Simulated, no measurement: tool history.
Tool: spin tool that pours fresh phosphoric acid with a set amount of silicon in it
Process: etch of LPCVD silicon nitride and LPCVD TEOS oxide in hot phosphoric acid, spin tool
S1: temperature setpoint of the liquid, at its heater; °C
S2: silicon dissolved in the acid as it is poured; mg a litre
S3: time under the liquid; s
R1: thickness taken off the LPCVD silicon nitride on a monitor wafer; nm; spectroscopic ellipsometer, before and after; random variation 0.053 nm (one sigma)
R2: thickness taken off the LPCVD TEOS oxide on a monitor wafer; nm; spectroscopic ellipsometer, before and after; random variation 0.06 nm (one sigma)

run 1 hour=0.0 | S1=161.0 S2=12.0 S3=115 | R1=9.1629 R2=0.28182
run 2 hour=3.7 | S1=161.0 S2=12.0 S3=165 | R1=13.2010 R2=0.45923
run 3 hour=11.5 | S1=161.0 S2=16.5 S3=165 | R1=13.2670 R2=0.45531
run 4 hour=12.3 | S1=160.5 S2=15.0 S3=165 | R1=13.0600 R2=0.44442
run 5 hour=16.3 | S1=160.5 S2=15.0 S3=210 | R1=16.4630 R2=0.54790
run 6 hour=18.2 | S1=159.5 S2=10.5 S3=205 | R1=15.6720 R2=0.65800
run 7 hour=21.5 | S1=157.0 S2=11.5 S3=180 | R1=12.5920 R2=0.42517
run 8 hour=24.9 | S1=157.0 S2=9.5 S3=180 | R1=12.5620 R2=0.36397
run 9 hour=31.8 | S1=157.5 S2=7.5 S3=175 | R1=12.4810 R2=0.39661
run 10 hour=40.4 | S1=157.5 S2=6.0 S3=175 | R1=12.4460 R2=0.42077

The next listed run, before its measurement:
run 11 hour=43.5 | S1=157.5 S2=4.0 S3=175 | R1=? R2=?

R1: 12.3750 nm
R2: 0.56585 nm

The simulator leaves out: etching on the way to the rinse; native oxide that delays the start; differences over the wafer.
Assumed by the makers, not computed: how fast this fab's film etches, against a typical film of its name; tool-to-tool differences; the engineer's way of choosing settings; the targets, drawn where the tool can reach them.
